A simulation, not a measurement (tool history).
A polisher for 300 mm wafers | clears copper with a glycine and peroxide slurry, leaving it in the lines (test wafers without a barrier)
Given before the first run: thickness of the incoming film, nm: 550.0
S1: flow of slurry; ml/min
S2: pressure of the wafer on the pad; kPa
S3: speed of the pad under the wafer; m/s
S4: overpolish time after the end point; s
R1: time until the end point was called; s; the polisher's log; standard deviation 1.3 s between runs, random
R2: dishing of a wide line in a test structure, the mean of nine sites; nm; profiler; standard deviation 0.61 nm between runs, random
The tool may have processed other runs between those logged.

| run | day | S1 | S2 | S3 | S4 | R1 | R2 |
|---|---|---|---|---|---|---|---|
| 1 | 0 | 225 | 20 | 1.22 | 27 | 93.496 | 87.516 |
| 2 | 0.183 | 245 | 16.5 | 1.42 | 21 | 93.273 | 71.582 |
| 3 | 0.283 | 245 | 16.5 | 1.62 | 21 | 85.987 | 77.15 |
| 4 | 0.554 | 280 | 14.5 | 1.7 | 17 | 87.396 | 63.421 |
| 5 | 0.725 | 305 | 13.8 | 1.76 | 14 | 84.949 | 54.863 |
| 6 | 0.917 | 320 | 13.8 | 1.8 | 12 | 83.65 | 47.77 |
| 7 | 1.138 | 330 | 14.5 | 1.82 | 11 | 82.273 | 46.302 |
| 8 | 1.283 | 340 | 15.2 | 1.84 | 10 | 80.024 | 43.647 |

What will run 9 give?
| 9 | 1.562 | 340 | 15.2 | 1.84 | 10 | ? | ? |

Run 9 yielded R1 77.407 s, R2 45.043 nm.

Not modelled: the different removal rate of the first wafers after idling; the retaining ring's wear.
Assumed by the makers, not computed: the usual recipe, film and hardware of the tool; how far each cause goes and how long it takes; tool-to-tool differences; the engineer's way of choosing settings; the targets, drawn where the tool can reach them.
